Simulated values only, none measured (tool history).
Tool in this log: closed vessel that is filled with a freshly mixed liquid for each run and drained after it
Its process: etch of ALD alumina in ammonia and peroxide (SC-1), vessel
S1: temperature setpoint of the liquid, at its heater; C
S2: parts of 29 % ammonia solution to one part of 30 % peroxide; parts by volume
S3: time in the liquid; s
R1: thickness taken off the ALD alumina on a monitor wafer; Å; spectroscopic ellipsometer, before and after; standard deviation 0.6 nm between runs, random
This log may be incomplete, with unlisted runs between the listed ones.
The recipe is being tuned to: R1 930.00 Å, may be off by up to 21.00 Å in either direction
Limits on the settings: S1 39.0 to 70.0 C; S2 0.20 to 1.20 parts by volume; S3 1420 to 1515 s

Run 1, hour 0.0: S1 55.0 C, S2 0.85 parts by volume, S3 1420 s. Result: R1 1074.80 Å.
Run 2, hour 6.5: S1 54.5 C, S2 0.85 parts by volume, S3 1420 s. Result: R1 1030.00 Å.
Run 3, hour 12.4: S1 54.0 C, S2 0.85 parts by volume, S3 1420 s. Result: R1 998.43 Å.
Run 4, hour 14.7: S1 58.5 C, S2 0.85 parts by volume, S3 1420 s. Result: R1 1263.30 Å.
Run 5, hour 17.5: S1 58.5 C, S2 0.85 parts by volume, S3 1420 s. Result: R1 1263.10 Å.
Run 6, hour 26.8: S1 58.5 C, S2 0.85 parts by volume, S3 1420 s. Result: R1 1265.70 Å.
Run 7, hour 28.7: S1 57.5 C, S2 0.85 parts by volume, S3 1420 s. Result: R1 1213.20 Å.
Run 8, hour 35.1: S1 56.5 C, S2 0.85 parts by volume, S3 1420 s. Result: R1 1149.30 Å.
Run 9, hour 38.6: S1 55.5 C, S2 0.85 parts by volume, S3 1420 s. Result: R1 1087.30 Å.
Run 10, hour 45.1: S1 55.0 C, S2 0.85 parts by volume, S3 1420 s. Result: R1 1069.10 Å.
Run 11, hour 48.1: S1 55.0 C, S2 0.85 parts by volume, S3 1420 s. Result: R1 1068.70 Å.
Run 12, hour 51.3: S1 54.5 C, S2 0.85 parts by volume, S3 1420 s. Result: R1 1029.40 Å.

Of the 4 settings listed for the next run, only one would bring every result within its allowed miss of target. Which one?
Run A, hour 54.5: S1 52.5 C, S2 0.95 parts by volume, S3 1420 s. Result: R1 ?.
Run B, hour 54.5: S1 51.5 C, S2 0.95 parts by volume, S3 1430 s. Result: R1 ?.
Run C, hour 54.5: S1 53.0 C, S2 0.80 parts by volume, S3 1460 s. Result: R1 ?.
Run D, hour 54.5: S1 51.0 C, S2 0.70 parts by volume, S3 1465 s. Result: R1 ?.

move      R1
   A  940.24
   B  896.91
   C  977.10
   D  868.64
A: all results in spec
B: carries the result that was furthest off beyond its target, to the other side
C: better than the last run, though not everything is in spec
D: carries the result that was furthest off beyond its target, to the other side
Move A is the one to make.
